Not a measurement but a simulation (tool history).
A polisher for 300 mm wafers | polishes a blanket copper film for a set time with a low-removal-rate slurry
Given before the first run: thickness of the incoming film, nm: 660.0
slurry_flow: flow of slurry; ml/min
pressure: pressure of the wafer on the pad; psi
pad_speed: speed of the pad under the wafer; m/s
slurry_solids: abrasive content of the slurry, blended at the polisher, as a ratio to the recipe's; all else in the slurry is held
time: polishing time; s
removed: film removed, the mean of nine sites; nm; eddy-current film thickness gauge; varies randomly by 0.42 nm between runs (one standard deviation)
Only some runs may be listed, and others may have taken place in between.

run  hour  slurry_flow  pressure  pad_speed  slurry_solids  time  removed
  1   0.0          215       2.2       1.12            1.0    29   80.295
  2   1.5          215       2.5       1.12            1.0    29   91.299
  3   6.6          215       2.5       1.12            1.1    29   91.963
  4  12.3          215       2.2       1.12            1.1    29   82.660
  5  18.9          215       2.1       1.08            1.1    29   75.092
  6  20.3          215       2.4       1.08            1.1    29   86.504
  7  27.5          215       2.2       1.06            1.1    29   77.553
  8  29.5          215       2.1       1.04            1.1    29   72.239
  9  31.6          215       2.0       1.02            1.1    29   69.009
 10  35.2          215       1.9       1.00            1.1    29   62.526

Run 11 is up next; what results do you expect?
 11  38.3          215       1.8       1.00            1.1    29        ?

removed: 60.679 nm
